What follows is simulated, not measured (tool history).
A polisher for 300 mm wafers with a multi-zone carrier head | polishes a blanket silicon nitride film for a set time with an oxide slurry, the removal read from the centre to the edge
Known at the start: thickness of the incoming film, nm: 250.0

run	hour	flow of slurry (ml/min)	pressure of the head's centre zone	pressure of the head's middle zone	pressure of the head's edge zone	abrasive content of the slurry	polishing time (s)	film removed at the wafer's centre (angstrom)	film removed at mid-radius (angstrom)	film removed at the wafer's edge (angstrom)
1	0	140	1	1	1	1	45	236.3	241.15	228.62
2	0.7	140	1.08	1	1	1	45	255.04	240.73	236.17
3	8.8	140	1.08	1	1	1	39	220.1	206.07	205.65
4	11.9	150	1.07	1.03	1.02	1.1	41	243.01	232.86	227.48
5	19.3	150	1.01	1.03	1.02	1.1	41	227.98	231.24	228.08
6	27.3	155	1	1.06	1	1.15	43	245.67	254.89	242.97
7	30.7	195	0.92	1.16	0.96	1.4	52	306.48	377.32	308.55
8	38.1	195	0.93	1.16	0.97	1.4	52	308.72	369.61	314.1
9	45.8	195	0.93	1.17	0.97	1.4	53	315.16	382.3	323.26
10	52.6	195	0.94	1.17	0.97	1.4	53	323.44	385.53	318.77
11	56.2	195	0.94	1.17	0.98	1.4	53	310.46	385.31	327.96

Forecast run 12:
12	64.1	195	0.95	1.17	0.97	1.4	53	?	?	?

{"run 12": {"film removed at the wafer's centre (angstrom)": 325.91, "film removed at mid-radius (angstrom)": 382.6, "film removed at the wafer's edge (angstrom)": 320.93}}
